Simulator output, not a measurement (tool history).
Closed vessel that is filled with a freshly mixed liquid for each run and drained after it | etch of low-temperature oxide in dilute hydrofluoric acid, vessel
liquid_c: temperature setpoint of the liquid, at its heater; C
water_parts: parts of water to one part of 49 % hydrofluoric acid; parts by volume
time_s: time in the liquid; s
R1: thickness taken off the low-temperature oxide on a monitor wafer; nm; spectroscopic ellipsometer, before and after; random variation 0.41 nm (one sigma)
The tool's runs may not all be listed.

{"run": 1, "hour": 0.0, "liquid_c": 22, "water_parts": 85, "time_s": 85, "R1": 23.42}
{"run": 2, "hour": 4.2, "liquid_c": 20, "water_parts": 85, "time_s": 85, "R1": 21.59}
{"run": 3, "hour": 12.2, "liquid_c": 20, "water_parts": 85, "time_s": 90, "R1": 22.852}
{"run": 4, "hour": 17.5, "liquid_c": 21, "water_parts": 80, "time_s": 90, "R1": 25.082}
{"run": 5, "hour": 19.5, "liquid_c": 21, "water_parts": 60, "time_s": 90, "R1": 34.263}
{"run": 6, "hour": 27.3, "liquid_c": 21, "water_parts": 60, "time_s": 90, "R1": 34.541}

Forecast run 7:
{"run": 7, "hour": 29.9, "liquid_c": 22, "water_parts": 60, "time_s": 90, "R1": "?"}

Run 7 gave R1 35.968 nm.

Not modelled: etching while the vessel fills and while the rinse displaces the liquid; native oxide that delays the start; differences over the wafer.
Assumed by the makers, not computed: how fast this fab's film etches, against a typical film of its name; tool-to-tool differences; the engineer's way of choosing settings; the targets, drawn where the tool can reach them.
